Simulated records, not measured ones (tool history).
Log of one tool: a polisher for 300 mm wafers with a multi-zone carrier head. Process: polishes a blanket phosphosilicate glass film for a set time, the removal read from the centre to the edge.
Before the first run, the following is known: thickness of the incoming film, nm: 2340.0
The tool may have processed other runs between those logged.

| run | hour | flow of slurry (ml/min) | pressure of the head's centre zone | pressure of the head's middle zone | pressure of the head's edge zone | abrasive content of the slurry | polishing time (s) | film removed at the wafer's centre (nm) | film removed at mid-radius (nm) | film removed at the wafer's edge (nm) |
|---|---|---|---|---|---|---|---|---|---|---|
| 1 | 0.0 | 260 | 1.00 | 1.00 | 1.00 | 1.00 | 41 | 486.42 | 484.01 | 489.05 |
| 2 | 5.7 | 265 | 1.02 | 0.98 | 0.96 | 0.90 | 38 | 438.19 | 424.12 | 418.64 |
| 3 | 7.8 | 265 | 1.02 | 0.98 | 0.90 | 0.90 | 38 | 443.42 | 419.41 | 407.37 |
| 4 | 12.3 | 265 | 1.03 | 0.95 | 0.88 | 0.80 | 36 | 402.09 | 363.77 | 374.24 |
| 5 | 15.9 | 320 | 1.03 | 0.95 | 0.88 | 0.80 | 36 | 406.25 | 373.36 | 368.71 |
| 6 | 24.7 | 325 | 1.05 | 0.94 | 0.86 | 0.75 | 34 | 381.58 | 341.02 | 338.53 |

The next listed run, before its measurement:
| 7 | 30.6 | 330 | 1.06 | 0.93 | 0.85 | 0.70 | 33 | ? | ? | ? |

film removed at the wafer's centre (nm): 363.65
film removed at mid-radius (nm): 316.10
film removed at the wafer's edge (nm): 314.00
